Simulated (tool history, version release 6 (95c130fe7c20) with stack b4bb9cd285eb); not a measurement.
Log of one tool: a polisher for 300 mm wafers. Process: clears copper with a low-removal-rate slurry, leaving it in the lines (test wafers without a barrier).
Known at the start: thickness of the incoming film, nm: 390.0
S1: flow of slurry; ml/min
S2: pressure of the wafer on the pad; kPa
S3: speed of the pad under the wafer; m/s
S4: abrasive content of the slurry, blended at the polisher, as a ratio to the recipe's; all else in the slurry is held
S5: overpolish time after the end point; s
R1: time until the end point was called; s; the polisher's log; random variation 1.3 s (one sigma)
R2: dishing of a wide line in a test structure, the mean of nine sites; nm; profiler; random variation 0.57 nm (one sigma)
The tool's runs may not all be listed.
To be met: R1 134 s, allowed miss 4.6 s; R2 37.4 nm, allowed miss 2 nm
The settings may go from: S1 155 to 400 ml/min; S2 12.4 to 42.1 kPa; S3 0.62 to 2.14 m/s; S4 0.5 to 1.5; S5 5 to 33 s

run	day	S1	S2	S3	S4	S5	R1	R2
1	0	255	26.9	1.38	1	17	84.561	44.834
2	0.033	255	26.9	1.12	1	17	100.98	39.189
3	0.15	255	24.8	1.12	1	18	106.81	39.186
4	0.521	255	24.8	0.82	1	18	136.63	32.255
5	0.862	310	24.8	0.82	1	18	136.05	33.384
6	1.167	260	24.8	0.82	1	18	136.39	32.662
7	1.317	260	24.8	0.82	1	19	135.79	33.955
8	1.596	260	24.8	0.82	1	20	137.25	33.848

5 next moves are on the table. One of them brings every result within its allowed miss. Which?
A	1.875	195	29.6	0.62	0.95	23	?	?
B	1.875	235	21.4	0.92	1	29	?	?
C	1.875	305	24.1	0.8	0.85	20	?	?
D	1.875	180	29	0.78	0.75	26	?	?
E	1.875	360	24.8	0.82	1	21	?	?

move	R1	R2
A	148.17	38.512
B	147.96	44.788
C	148.07	34.437
D	135.34	44.817
E	135.45	38.234
A: brings the result that was furthest off to its target, and leaves another outside
B: takes the result that was furthest off past its target
C: further off than the last run
D: takes the result that was furthest off past its target
E: meets every target
Answer: E

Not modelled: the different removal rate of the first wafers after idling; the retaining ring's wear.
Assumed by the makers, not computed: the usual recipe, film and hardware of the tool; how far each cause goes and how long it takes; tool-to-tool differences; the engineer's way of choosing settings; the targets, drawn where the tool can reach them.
